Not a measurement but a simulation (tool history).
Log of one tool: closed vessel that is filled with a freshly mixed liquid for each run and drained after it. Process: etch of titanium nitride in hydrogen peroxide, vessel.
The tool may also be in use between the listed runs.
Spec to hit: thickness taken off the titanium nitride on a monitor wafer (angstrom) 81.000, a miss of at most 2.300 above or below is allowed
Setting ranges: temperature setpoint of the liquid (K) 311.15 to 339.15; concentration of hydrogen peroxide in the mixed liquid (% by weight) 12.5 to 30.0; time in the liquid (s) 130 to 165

run  hour  temperature setpoint of the liquid (K)  concentration of hydrogen peroxide in the mixed liquid (% by weight)  time in the liquid (s)  thickness taken off the titanium nitride on a monitor wafer (angstrom)
  1   0.0                                  327.15                                                                  23.5                     165                                                                  58.952
  2   1.6                                  328.15                                                                  23.5                     165                                                                  63.899
  3   5.0                                  328.15                                                                  23.5                     165                                                                  63.975
  4   8.1                                  329.15                                                                  23.5                     165                                                                  67.448
  5  12.5                                  329.15                                                                  20.5                     165                                                                  65.768
  6  16.8                                  329.15                                                                  17.0                     165                                                                  64.183
  7  24.4                                  330.15                                                                  17.0                     165                                                                  67.963
  8  29.4                                  330.65                                                                  17.0                     165                                                                  70.610
  9  31.6                                  331.15                                                                  17.0                     165                                                                  72.601
 10  38.0                                  331.65                                                                  17.0                     165                                                                  75.962
 11  38.9                                  332.15                                                                  17.0                     165                                                                  77.729

Which single option among these 5 for the next run brings every result within its allowed miss of target? Just one does.
  A  39.8                                  331.65                                                                  16.0                     165                                                                       ?
  B  39.8                                  332.15                                                                  19.5                     165                                                                       ?
  C  39.8                                  330.65                                                                  25.0                     160                                                                       ?
  D  39.8                                  334.65                                                                  13.0                     165                                                                       ?
  E  39.8                                  335.65                                                                  14.5                     150                                                                       ?

move  thickness taken off the titanium nitride on a monitor wafer (angstrom)
   A                                                                  74.593
   B                                                                  80.495
   C                                                                  74.278
   D                                                                  87.571
   E                                                                  87.104
A: lands further from the targets than the last run did
B: every result lands within tolerance
C: lands further from the targets than the last run did
D: pushes the last run's worst result past its target
E: pushes the last run's worst result past its target
B meets every target.
